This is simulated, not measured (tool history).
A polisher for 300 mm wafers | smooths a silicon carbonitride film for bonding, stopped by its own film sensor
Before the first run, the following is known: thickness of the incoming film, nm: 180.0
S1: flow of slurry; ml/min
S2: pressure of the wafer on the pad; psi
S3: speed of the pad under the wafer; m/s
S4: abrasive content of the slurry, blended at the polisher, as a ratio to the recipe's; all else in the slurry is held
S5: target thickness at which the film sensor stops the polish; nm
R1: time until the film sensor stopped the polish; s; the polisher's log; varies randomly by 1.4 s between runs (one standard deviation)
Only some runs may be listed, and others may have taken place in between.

run,day,S1,S2,S3,S4,S5,R1
1,0,260,1.6,0.88,1,159,110.82
2,0.292,260,1.6,0.66,1,159,141.85
3,0.525,260,1.9,0.68,1,159,113.45
4,0.617,260,2.1,0.7,1,159,101.91
5,0.871,260,2.1,0.48,1,159,137.18
6,1.2,230,2.1,0.48,1,159,141.4
7,1.504,245,2.3,0.54,1,159,117.9
8,1.717,255,2.4,0.6,1,159,100.66
9,1.862,265,2.5,0.64,1,159,93.385

For run 10, what comes out?
10,2.238,265,2.5,0.68,1,159,?

Run 10 came out at R1 86.322 s.

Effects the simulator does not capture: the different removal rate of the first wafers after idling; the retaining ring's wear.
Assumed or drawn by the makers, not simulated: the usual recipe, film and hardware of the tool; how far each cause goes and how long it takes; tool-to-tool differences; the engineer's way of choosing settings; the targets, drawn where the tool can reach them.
